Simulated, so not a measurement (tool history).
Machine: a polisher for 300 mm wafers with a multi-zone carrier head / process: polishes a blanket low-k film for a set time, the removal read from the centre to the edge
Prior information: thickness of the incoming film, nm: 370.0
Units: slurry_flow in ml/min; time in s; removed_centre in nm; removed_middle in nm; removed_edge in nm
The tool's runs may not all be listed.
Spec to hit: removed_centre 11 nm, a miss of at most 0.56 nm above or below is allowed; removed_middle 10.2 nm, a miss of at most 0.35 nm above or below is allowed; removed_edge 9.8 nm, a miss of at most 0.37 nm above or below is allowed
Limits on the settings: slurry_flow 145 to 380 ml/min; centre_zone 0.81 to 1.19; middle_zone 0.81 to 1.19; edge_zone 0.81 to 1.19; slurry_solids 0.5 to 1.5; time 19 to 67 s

| run | day | slurry_flow | centre_zone | middle_zone | edge_zone | slurry_solids | time | removed_centre | removed_middle | removed_edge |
|---|---|---|---|---|---|---|---|---|---|---|
| 1 | 0 | 245 | 1 | 1 | 1 | 1 | 43 | 13.957 | 13.391 | 13.373 |
| 2 | 0.067 | 245 | 1 | 1 | 0.98 | 0.95 | 43 | 12.875 | 12.953 | 13.062 |
| 3 | 0.208 | 255 | 1.02 | 1.01 | 0.98 | 0.9 | 42 | 12.976 | 12.184 | 12.138 |
| 4 | 0.475 | 255 | 1.02 | 1.01 | 0.97 | 0.85 | 42 | 12.046 | 11.829 | 11.59 |
| 5 | 0.838 | 255 | 1.02 | 1.09 | 0.97 | 0.85 | 42 | 12.161 | 12.644 | 11.39 |
| 6 | 1.042 | 255 | 1.02 | 1.15 | 0.97 | 0.85 | 42 | 12.357 | 13.008 | 11.675 |
| 7 | 1.225 | 255 | 1.03 | 1.13 | 0.96 | 0.85 | 42 | 12.447 | 12.618 | 11.241 |
| 8 | 1.292 | 250 | 1.03 | 1.11 | 0.95 | 0.85 | 42 | 12.157 | 12.572 | 11.414 |
| 9 | 1.492 | 250 | 1.04 | 1.1 | 0.94 | 0.85 | 42 | 12.764 | 12.399 | 11.364 |
| 10 | 1.567 | 225 | 0.96 | 1 | 0.85 | 0.6 | 42 | 8.0116 | 8.2253 | 7.6987 |

Consider the 4 candidate settings below. Which is the only one whose results all fall within their allowed miss of target?
| A | 1.642 | 180 | 0.97 | 0.89 | 1.06 | 0.75 | 44 | ? | ? | ? |
| B | 1.642 | 205 | 0.9 | 0.86 | 0.92 | 0.6 | 39 | ? | ? | ? |
| C | 1.642 | 195 | 1.05 | 0.99 | 0.88 | 0.7 | 45 | ? | ? | ? |
| D | 1.642 | 240 | 0.9 | 0.99 | 0.88 | 0.7 | 48 | ? | ? | ? |

| move | removed_centre | removed_middle | removed_edge |
|---|---|---|---|
| A | 10.375 | 9.7792 | 10.822 |
| B | 6.9024 | 6.8514 | 7.2061 |
| C | 10.926 | 10.188 | 9.5725 |
| D | 10.28 | 11.172 | 10.417 |
A: the result that was furthest off in the last run now lies on the other side of its target
B: further off than the last run
C: each result inside its tolerance
D: the result that was furthest off in the last run now lies on the other side of its target
The move that meets every target is C.
